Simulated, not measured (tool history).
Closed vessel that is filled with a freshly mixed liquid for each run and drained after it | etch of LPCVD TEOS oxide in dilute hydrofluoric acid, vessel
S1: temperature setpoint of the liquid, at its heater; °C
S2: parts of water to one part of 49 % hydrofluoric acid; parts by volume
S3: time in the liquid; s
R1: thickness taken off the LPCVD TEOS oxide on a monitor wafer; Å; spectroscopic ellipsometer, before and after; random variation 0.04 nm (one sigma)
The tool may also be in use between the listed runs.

Run 1, day 0.000: S1 21.0 °C, S2 115 parts by volume, S3 30 s. Result: R1 65.804 Å.
Run 2, day 0.262: S1 20.0 °C, S2 115 parts by volume, S3 30 s. Result: R1 62.222 Å.
Run 3, day 0.300: S1 20.0 °C, S2 80 parts by volume, S3 30 s. Result: R1 93.518 Å.
Run 4, day 0.529: S1 19.5 °C, S2 90 parts by volume, S3 30 s. Result: R1 79.431 Å.
Run 5, day 0.608: S1 19.0 °C, S2 95 parts by volume, S3 30 s. Result: R1 74.384 Å.
Run 6, day 0.888: S1 17.0 °C, S2 95 parts by volume, S3 30 s. Result: R1 68.732 Å.

The next listed run, before its measurement:
Run 7, day 1.088: S1 17.0 °C, S2 100 parts by volume, S3 30 s. Result: R1 ?.

Run 7 gave R1 64.409 Å.
